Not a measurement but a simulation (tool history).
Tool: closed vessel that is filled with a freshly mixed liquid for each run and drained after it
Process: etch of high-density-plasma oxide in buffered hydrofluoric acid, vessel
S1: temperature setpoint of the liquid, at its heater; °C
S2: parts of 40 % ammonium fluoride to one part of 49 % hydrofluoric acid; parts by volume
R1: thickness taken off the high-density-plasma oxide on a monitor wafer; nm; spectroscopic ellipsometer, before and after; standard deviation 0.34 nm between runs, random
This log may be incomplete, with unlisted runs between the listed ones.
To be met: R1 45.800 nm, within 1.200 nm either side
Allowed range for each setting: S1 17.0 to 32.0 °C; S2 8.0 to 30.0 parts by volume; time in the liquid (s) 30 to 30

run 1 day=0.000 | S1=24.0 S2=22.5 time_in_the_liquid_(s)=30 | R1=32.366
run 2 day=0.300 | S1=24.0 S2=18.5 time_in_the_liquid_(s)=30 | R1=37.353
run 3 day=0.596 | S1=21.5 S2=18.5 time_in_the_liquid_(s)=30 | R1=32.199
run 4 day=0.838 | S1=23.5 S2=18.5 time_in_the_liquid_(s)=30 | R1=36.649
run 5 day=1.188 | S1=23.5 S2=12.5 time_in_the_liquid_(s)=30 | R1=54.294
run 6 day=1.500 | S1=22.5 S2=12.5 time_in_the_liquid_(s)=30 | R1=50.564
run 7 day=1.792 | S1=22.0 S2=12.5 time_in_the_liquid_(s)=30 | R1=48.860
run 8 day=2.108 | S1=21.5 S2=12.5 time_in_the_liquid_(s)=30 | R1=48.371

Of the 4 settings listed for the next run, only one would bring every result within its allowed miss of target. Which one?
run A day=2.425 | S1=21.0 S2=11.0 time_in_the_liquid_(s)=30 | R1=?
run B day=2.425 | S1=21.5 S2=11.0 time_in_the_liquid_(s)=30 | R1=?
run C day=2.425 | S1=21.5 S2=12.0 time_in_the_liquid_(s)=30 | R1=?
run D day=2.425 | S1=21.5 S2=13.0 time_in_the_liquid_(s)=30 | R1=?

move=A R1=52.859
move=B R1=54.347
move=C R1=49.919
move=D R1=46.157
A: the biggest miss grows against the last run
B: the biggest miss grows against the last run
C: the biggest miss grows against the last run
D: each result inside its tolerance
Correct choice: D, which meets every target
